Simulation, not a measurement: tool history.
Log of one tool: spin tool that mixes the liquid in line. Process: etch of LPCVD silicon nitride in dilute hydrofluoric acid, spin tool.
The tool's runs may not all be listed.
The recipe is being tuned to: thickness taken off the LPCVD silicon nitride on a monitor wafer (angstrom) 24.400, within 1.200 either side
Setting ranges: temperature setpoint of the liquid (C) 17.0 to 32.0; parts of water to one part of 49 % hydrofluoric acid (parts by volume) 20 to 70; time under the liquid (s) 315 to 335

run	hour	temperature setpoint of the liquid (C)	parts of water to one part of 49 % hydrofluoric acid (parts by volume)	time under the liquid (s)	thickness taken off the LPCVD silicon nitride on a monitor wafer (angstrom)
1	0.0	24.0	40	315	43.530
2	6.3	24.0	40	315	42.360
3	10.9	24.0	55	315	31.073
4	15.6	23.5	55	315	29.514
5	19.2	23.5	55	315	30.131
6	22.7	25.5	55	315	34.712
7	28.3	25.5	55	315	34.367
8	36.9	25.0	55	315	34.136
9	45.5	24.5	55	315	31.878
10	52.3	24.0	55	315	32.031
11	57.3	23.5	55	315	30.543
12	58.6	23.0	55	315	28.800

5 candidate next runs follow, results not yet known. Just one meets every target within its allowed miss. Identify it.
A	59.9	22.0	55	315	?
B	59.9	22.5	55	315	?
C	59.9	20.0	55	315	?
D	59.9	23.5	60	315	?
E	59.9	21.5	55	320	?

move	thickness taken off the LPCVD silicon nitride on a monitor wafer (angstrom)
A	27.522
B	28.476
C	23.983
D	27.982
E	27.018
A: closes in on the targets versus the last run, not all within tolerance yet
B: closes in on the targets versus the last run, not all within tolerance yet
C: all results in spec
D: closes in on the targets versus the last run, not all within tolerance yet
E: closes in on the targets versus the last run, not all within tolerance yet
Correct choice: C, which meets every target
